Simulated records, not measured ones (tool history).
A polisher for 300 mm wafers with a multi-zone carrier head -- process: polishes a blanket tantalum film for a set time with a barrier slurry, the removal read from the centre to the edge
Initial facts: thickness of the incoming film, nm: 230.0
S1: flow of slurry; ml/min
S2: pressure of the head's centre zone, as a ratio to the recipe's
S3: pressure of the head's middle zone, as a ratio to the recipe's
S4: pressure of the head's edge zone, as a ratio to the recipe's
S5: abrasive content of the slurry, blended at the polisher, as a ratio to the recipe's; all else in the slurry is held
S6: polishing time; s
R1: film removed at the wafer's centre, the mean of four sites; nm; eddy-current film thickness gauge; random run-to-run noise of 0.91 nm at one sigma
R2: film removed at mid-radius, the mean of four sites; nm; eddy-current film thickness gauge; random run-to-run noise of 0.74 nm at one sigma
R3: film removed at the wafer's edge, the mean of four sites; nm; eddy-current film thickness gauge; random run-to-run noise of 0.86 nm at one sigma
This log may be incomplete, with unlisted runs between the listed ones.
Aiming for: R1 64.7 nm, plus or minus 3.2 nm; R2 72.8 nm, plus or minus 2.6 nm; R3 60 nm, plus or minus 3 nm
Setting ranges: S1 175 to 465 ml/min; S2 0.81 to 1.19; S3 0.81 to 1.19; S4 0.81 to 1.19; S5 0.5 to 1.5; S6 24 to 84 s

{"run": 1, "hour": 0.0, "S1": 295, "S2": 1, "S3": 1, "S4": 1, "S5": 1, "S6": 54, "R1": 54.928, "R2": 52.402, "R3": 51.446}
{"run": 2, "hour": 3.4, "S1": 300, "S2": 1, "S3": 1.04, "S4": 1, "S5": 1.1, "S6": 55, "R1": 57.592, "R2": 56.26, "R3": 53.893}
{"run": 3, "hour": 11.7, "S1": 305, "S2": 0.99, "S3": 1.07, "S4": 0.98, "S5": 1.15, "S6": 56, "R1": 59.421, "R2": 60.8, "R3": 54.458}
{"run": 4, "hour": 15.9, "S1": 305, "S2": 0.99, "S3": 1.07, "S4": 0.91, "S5": 1.15, "S6": 56, "R1": 59.487, "R2": 59.357, "R3": 53.276}
{"run": 5, "hour": 17.1, "S1": 305, "S2": 0.99, "S3": 1.09, "S4": 0.93, "S5": 1.2, "S6": 56, "R1": 59.572, "R2": 61.941, "R3": 54.795}
{"run": 6, "hour": 24.1, "S1": 310, "S2": 1, "S3": 1.11, "S4": 0.94, "S5": 1.25, "S6": 56, "R1": 60.058, "R2": 62.283, "R3": 55.539}
{"run": 7, "hour": 27.5, "S1": 315, "S2": 1, "S3": 1.13, "S4": 0.93, "S5": 1.3, "S6": 57, "R1": 63.715, "R2": 66.76, "R3": 56.774}
{"run": 8, "hour": 28.5, "S1": 315, "S2": 0.99, "S3": 1.14, "S4": 0.94, "S5": 1.35, "S6": 57, "R1": 61.549, "R2": 69.311, "R3": 58.517}
{"run": 9, "hour": 32.6, "S1": 320, "S2": 1, "S3": 1.15, "S4": 0.94, "S5": 1.35, "S6": 57, "R1": 63.528, "R2": 68.875, "R3": 58.185}
{"run": 10, "hour": 41.1, "S1": 320, "S2": 1, "S3": 1.16, "S4": 0.94, "S5": 1.35, "S6": 57, "R1": 63.192, "R2": 70.106, "R3": 58.199}

5 next moves are on the table. One of them brings every result within its allowed miss. Which?
{"run": "A", "hour": 49.6, "S1": 300, "S2": 0.87, "S3": 1.09, "S4": 0.97, "S5": 1.4, "S6": 58, "R1": "?", "R2": "?", "R3": "?"}
{"run": "B", "hour": 49.6, "S1": 265, "S2": 0.85, "S3": 1.12, "S4": 1.03, "S5": 1.5, "S6": 61, "R1": "?", "R2": "?", "R3": "?"}
{"run": "C", "hour": 49.6, "S1": 235, "S2": 0.95, "S3": 1.13, "S4": 0.87, "S5": 1.25, "S6": 65, "R1": "?", "R2": "?", "R3": "?"}
{"run": "D", "hour": 49.6, "S1": 230, "S2": 0.86, "S3": 1.07, "S4": 1.12, "S5": 1.4, "S6": 62, "R1": "?", "R2": "?", "R3": "?"}
{"run": "E", "hour": 49.6, "S1": 340, "S2": 0.92, "S3": 1.14, "S4": 1.02, "S5": 1.4, "S6": 56, "R1": "?", "R2": "?", "R3": "?"}

move=A R1=58.257 R2=67.617 R3=60.486
move=B R1=59.872 R2=72.9 R3=65.783
move=C R1=67.059 R2=73.698 R3=61.213
move=D R1=59.319 R2=68.803 R3=67.701
move=E R1=60.328 R2=68.671 R3=60.363
A: lands further from the targets than the last run did
B: meets the target for the result that was furthest off, but another lies outside its allowed miss
C: meets every target
D: lands further from the targets than the last run did
E: lands further from the targets than the last run did
Answer: C
